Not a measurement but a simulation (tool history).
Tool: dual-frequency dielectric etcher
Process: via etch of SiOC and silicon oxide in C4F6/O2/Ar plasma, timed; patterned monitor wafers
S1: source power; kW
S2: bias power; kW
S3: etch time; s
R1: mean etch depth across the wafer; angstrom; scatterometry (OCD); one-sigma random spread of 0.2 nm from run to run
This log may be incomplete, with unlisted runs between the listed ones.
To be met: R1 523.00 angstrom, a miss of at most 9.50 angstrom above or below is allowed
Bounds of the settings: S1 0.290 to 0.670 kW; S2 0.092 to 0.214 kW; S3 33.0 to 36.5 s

{"run": 1, "hour": 0.0, "S1": 0.48, "S2": 0.153, "S3": 36.5, "R1": 476.96}
{"run": 2, "hour": 2.1, "S1": 0.54, "S2": 0.153, "S3": 36.5, "R1": 495.01}
{"run": 3, "hour": 8.0, "S1": 0.54, "S2": 0.129, "S3": 36.5, "R1": 470.91}
{"run": 4, "hour": 14.0, "S1": 0.54, "S2": 0.129, "S3": 33.0, "R1": 425.78}
{"run": 5, "hour": 19.6, "S1": 0.56, "S2": 0.139, "S3": 33.0, "R1": 438.96}
{"run": 6, "hour": 28.6, "S1": 0.57, "S2": 0.152, "S3": 33.5, "R1": 460.99}
{"run": 7, "hour": 34.5, "S1": 0.58, "S2": 0.161, "S3": 33.5, "R1": 470.69}
{"run": 8, "hour": 39.9, "S1": 0.59, "S2": 0.169, "S3": 33.5, "R1": 481.57}
{"run": 9, "hour": 44.6, "S1": 0.6, "S2": 0.175, "S3": 33.5, "R1": 484.83}
{"run": 10, "hour": 45.2, "S1": 0.61, "S2": 0.181, "S3": 33.5, "R1": 494.9}
{"run": 11, "hour": 51.2, "S1": 0.62, "S2": 0.185, "S3": 33.5, "R1": 498.07}
{"run": 12, "hour": 57.6, "S1": 0.63, "S2": 0.189, "S3": 33.5, "R1": 503.48}
{"run": 13, "hour": 58.1, "S1": 0.63, "S2": 0.192, "S3": 33.5, "R1": 503.93}

Below are 5 possible settings for the next run. Only one of them brings all results inside the allowed miss of their targets. Which is it?
{"run": "A", "hour": 58.6, "S1": 0.62, "S2": 0.186, "S3": 33.0, "R1": "?"}
{"run": "B", "hour": 58.6, "S1": 0.6, "S2": 0.202, "S3": 33.5, "R1": "?"}
{"run": "C", "hour": 58.6, "S1": 0.63, "S2": 0.196, "S3": 36.5, "R1": "?"}
{"run": "D", "hour": 58.6, "S1": 0.67, "S2": 0.214, "S3": 33.0, "R1": "?"}
{"run": "E", "hour": 58.6, "S1": 0.58, "S2": 0.194, "S3": 34.0, "R1": "?"}

move=A R1=492.85
move=B R1=506.85
move=C R1=556.17
move=D R1=526.21
move=E R1=502.97
A: lands further from the targets than the last run did
B: gains on the last run, yet a result remains outside its allowed miss
C: the result that was furthest off in the last run now lies on the other side of its target
D: each result inside its tolerance
E: lands further from the targets than the last run did
So the answer is move D, the one that meets all the targets.
